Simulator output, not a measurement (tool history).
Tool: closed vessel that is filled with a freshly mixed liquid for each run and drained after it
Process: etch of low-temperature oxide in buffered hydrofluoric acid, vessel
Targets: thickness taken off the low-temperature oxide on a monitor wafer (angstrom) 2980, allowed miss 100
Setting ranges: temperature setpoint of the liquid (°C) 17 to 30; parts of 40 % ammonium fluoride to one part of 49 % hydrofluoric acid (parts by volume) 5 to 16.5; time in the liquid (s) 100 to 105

run,hour,temperature setpoint of the liquid (°C),parts of 40 % ammonium fluoride to one part of 49 % hydrofluoric acid (parts by volume),time in the liquid (s),thickness taken off the low-temperature oxide on a monitor wafer (angstrom)
1,0,22,10,100,2693.7
2,7.2,22.5,10,100,2748.8
3,15.2,22.5,12,100,2377.2
4,19.1,22.5,12,100,2345.4
5,26,22.5,12,105,2477.4
6,30.2,22.5,12,105,2445.2
7,31,23.5,12,105,2623.4
8,35.5,24,12,105,2645.2
9,39,24.5,12,105,2753.5

Of the 4 settings listed for the next run, only one would bring every result within its allowed miss of target. Which one?
A,42.5,23.5,9.5,100,?
B,42.5,23,11,100,?
C,42.5,24.5,13,105,?
D,42.5,24,11.5,100,?

move,thickness taken off the low-temperature oxide on a monitor wafer (angstrom)
A,2982.9
B,2607
C,2524.3
D,2636.9
A: every result within its allowed miss
B: moves away from the targets compared with the last run
C: moves away from the targets compared with the last run
D: moves away from the targets compared with the last run
Answer: A

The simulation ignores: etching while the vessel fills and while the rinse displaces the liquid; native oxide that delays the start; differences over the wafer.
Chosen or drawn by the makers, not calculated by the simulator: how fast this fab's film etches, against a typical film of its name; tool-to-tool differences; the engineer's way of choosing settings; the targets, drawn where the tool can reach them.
